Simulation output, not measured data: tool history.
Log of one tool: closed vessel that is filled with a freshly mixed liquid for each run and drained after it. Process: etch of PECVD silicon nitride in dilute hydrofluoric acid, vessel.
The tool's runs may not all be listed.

run	day	temperature setpoint of the liquid (C)	parts of water to one part of 49 % hydrofluoric acid (parts by volume)	time in the liquid (s)	thickness taken off the PECVD silicon nitride on a monitor wafer (nm)
1	0	21	100	575	12.952
2	0.196	19.5	100	575	11.669
3	0.567	19.5	100	575	11.578
4	0.721	19.5	120	575	9.7728
5	1.038	21	120	575	10.771
6	1.317	22	120	575	11.468

The next listed run, before its measurement:
7	1.546	23	120	575	?

{"run 7": {"thickness taken off the PECVD silicon nitride on a monitor wafer (nm)": 12.232}}
